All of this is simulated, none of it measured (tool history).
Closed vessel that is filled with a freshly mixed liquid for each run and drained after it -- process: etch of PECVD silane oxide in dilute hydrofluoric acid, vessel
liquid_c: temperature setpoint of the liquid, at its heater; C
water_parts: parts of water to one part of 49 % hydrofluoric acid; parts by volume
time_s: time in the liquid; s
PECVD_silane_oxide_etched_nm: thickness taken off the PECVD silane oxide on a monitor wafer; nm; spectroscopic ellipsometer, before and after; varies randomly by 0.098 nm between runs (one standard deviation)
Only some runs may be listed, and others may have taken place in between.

Run 1, hour 0: liquid_c 25 C, water_parts 115 parts by volume, time_s 110 s. Result: PECVD_silane_oxide_etched_nm 13.632 nm.
Run 2, hour 1.4: liquid_c 24.5 C, water_parts 115 parts by volume, time_s 110 s. Result: PECVD_silane_oxide_etched_nm 13.465 nm.
Run 3, hour 6.8: liquid_c 21 C, water_parts 115 parts by volume, time_s 110 s. Result: PECVD_silane_oxide_etched_nm 11.766 nm.
Run 4, hour 13.2: liquid_c 21 C, water_parts 115 parts by volume, time_s 80 s. Result: PECVD_silane_oxide_etched_nm 8.585 nm.
At hour 22: hydrofluoric acid flow meter replaced.
Run 5, hour 22: liquid_c 22.5 C, water_parts 115 parts by volume, time_s 80 s. Result: PECVD_silane_oxide_etched_nm 10.217 nm.
Run 6, hour 30.3: liquid_c 23.5 C, water_parts 115 parts by volume, time_s 80 s. Result: PECVD_silane_oxide_etched_nm 10.783 nm.
Run 7, hour 37: liquid_c 24.5 C, water_parts 115 parts by volume, time_s 80 s. Result: PECVD_silane_oxide_etched_nm 10.955 nm.
Run 8, hour 44.7: liquid_c 25.5 C, water_parts 115 parts by volume, time_s 80 s. Result: PECVD_silane_oxide_etched_nm 11.552 nm.
Run 9, hour 52: liquid_c 26 C, water_parts 115 parts by volume, time_s 80 s. Result: PECVD_silane_oxide_etched_nm 11.583 nm.
Run 10, hour 59.3: liquid_c 26.5 C, water_parts 115 parts by volume, time_s 80 s. Result: PECVD_silane_oxide_etched_nm 11.879 nm.

Estimate the outcome of run 11 from the log above:
Run 11, hour 67.9: liquid_c 26.5 C, water_parts 115 parts by volume, time_s 80 s. Result: PECVD_silane_oxide_etched_nm ?.

{"run 11": {"PECVD_silane_oxide_etched_nm": 11.914}}
